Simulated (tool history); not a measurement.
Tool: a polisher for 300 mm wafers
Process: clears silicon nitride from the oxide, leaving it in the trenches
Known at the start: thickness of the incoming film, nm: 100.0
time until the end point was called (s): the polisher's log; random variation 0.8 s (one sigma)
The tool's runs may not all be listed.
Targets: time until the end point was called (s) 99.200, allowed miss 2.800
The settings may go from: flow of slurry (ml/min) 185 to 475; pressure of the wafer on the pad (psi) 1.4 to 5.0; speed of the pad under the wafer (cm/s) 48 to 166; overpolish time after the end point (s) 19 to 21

run,hour,flow of slurry (ml/min),pressure of the wafer on the pad (psi),speed of the pad under the wafer (cm/s),overpolish time after the end point (s),time until the end point was called (s)
1,0.0,305,3.2,106,19,78.761
2,1.7,305,3.9,106,19,65.241
3,4.9,305,3.4,106,19,74.456
4,5.5,305,3.1,106,19,81.477
5,8.2,305,2.9,106,19,87.986
6,15.6,380,2.9,106,19,86.004
7,21.4,380,2.7,106,19,91.210
8,30.1,380,2.6,106,19,94.634

4 next moves are on the table. One of them brings every result within its allowed miss. Which?
A,38.8,410,2.3,126,20,?
B,38.8,475,2.6,110,19,?
C,38.8,375,3.0,88,19,?
D,38.8,400,2.6,112,19,?

move,time until the end point was called (s)
A,88.730
B,89.165
C,97.917
D,88.599
A: further off than the last run
B: further off than the last run
C: meets every target
D: further off than the last run
Move C is the one to make.

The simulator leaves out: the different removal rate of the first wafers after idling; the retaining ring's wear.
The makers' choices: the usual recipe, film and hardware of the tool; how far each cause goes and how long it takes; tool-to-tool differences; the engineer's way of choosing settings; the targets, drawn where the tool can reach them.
